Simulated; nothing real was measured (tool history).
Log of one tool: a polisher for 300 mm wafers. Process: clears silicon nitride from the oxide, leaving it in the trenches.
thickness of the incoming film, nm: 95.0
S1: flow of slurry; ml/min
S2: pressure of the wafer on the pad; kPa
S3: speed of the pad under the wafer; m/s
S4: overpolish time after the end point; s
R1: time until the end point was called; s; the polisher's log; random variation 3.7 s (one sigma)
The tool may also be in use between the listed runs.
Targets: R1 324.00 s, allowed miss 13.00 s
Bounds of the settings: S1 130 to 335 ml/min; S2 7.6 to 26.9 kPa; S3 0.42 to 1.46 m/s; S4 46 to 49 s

run,hour,S1,S2,S3,S4,R1
1,0.0,215,17.2,0.94,46,130.22
2,2.5,215,16.5,0.90,46,138.37
3,5.8,215,16.5,1.10,46,114.50
4,9.7,165,16.5,1.10,46,120.86
5,18.3,165,16.5,0.88,46,147.15
6,20.7,165,16.5,0.98,46,133.22
7,21.3,150,11.7,0.72,46,240.68
8,23.2,150,7.6,0.66,46,360.28
9,26.6,150,7.6,0.66,46,369.13
10,27.9,150,7.6,0.66,46,361.00
11,34.3,150,8.3,0.66,46,337.98

4 next moves are on the table. One of them brings every result within its allowed miss. Which?
A,40.7,180,7.6,0.68,46,?
B,40.7,140,10.3,0.58,46,?
C,40.7,155,11.7,0.56,46,?
D,40.7,270,7.6,0.66,49,?

move,R1
A,344.46
B,326.10
C,302.40
D,341.96
A: further off than the last run
B: meets every target
C: takes the result that was furthest off past its target
D: further off than the last run
Answer: B
